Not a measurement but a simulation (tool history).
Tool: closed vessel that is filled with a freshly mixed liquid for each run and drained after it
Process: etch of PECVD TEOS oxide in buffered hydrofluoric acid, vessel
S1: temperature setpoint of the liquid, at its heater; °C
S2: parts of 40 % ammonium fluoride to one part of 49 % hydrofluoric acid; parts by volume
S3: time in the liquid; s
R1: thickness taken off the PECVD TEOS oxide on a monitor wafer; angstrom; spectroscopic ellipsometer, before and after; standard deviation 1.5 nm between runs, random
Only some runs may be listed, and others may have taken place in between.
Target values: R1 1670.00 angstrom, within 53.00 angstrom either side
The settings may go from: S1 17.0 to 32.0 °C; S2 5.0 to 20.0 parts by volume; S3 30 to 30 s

run 1 day=0.000 | S1=25.0 S2=12.0 S3=30 | R1=711.69
run 2 day=0.346 | S1=27.5 S2=12.0 S3=30 | R1=806.89
run 3 day=0.517 | S1=28.5 S2=10.5 S3=30 | R1=973.63
run 4 day=0.875 | S1=30.5 S2=10.5 S3=30 | R1=1070.40
run 5 day=0.946 | S1=32.0 S2=10.5 S3=30 | R1=1169.70
run 6 day=1.171 | S1=32.0 S2=9.5 S3=30 | R1=1261.80
run 7 day=1.433 | S1=32.0 S2=8.5 S3=30 | R1=1405.10
run 8 day=1.575 | S1=32.0 S2=8.0 S3=30 | R1=1466.00
run 9 day=1.700 | S1=32.0 S2=6.0 S3=30 | R1=2001.80
run 10 day=1.942 | S1=31.0 S2=6.0 S3=30 | R1=1877.10
run 11 day=2.150 | S1=30.5 S2=6.0 S3=30 | R1=1804.80
run 12 day=2.462 | S1=30.0 S2=6.0 S3=30 | R1=1784.90
run 13 day=2.688 | S1=29.5 S2=6.0 S3=30 | R1=1719.90

Which of these 4 next moves meets every target?
run A day=2.912 | S1=31.0 S2=6.0 S3=30 | R1=?
run B day=2.912 | S1=27.5 S2=5.5 S3=30 | R1=?
run C day=2.912 | S1=31.5 S2=6.5 S3=30 | R1=?
run D day=2.912 | S1=32.0 S2=6.5 S3=30 | R1=?

move=A R1=1849.60
move=B R1=1656.30
move=C R1=1771.50
move=D R1=1817.90
A: further off than the last run
B: all results in spec
C: further off than the last run
D: further off than the last run
So the answer is move B, the one that meets all the targets.
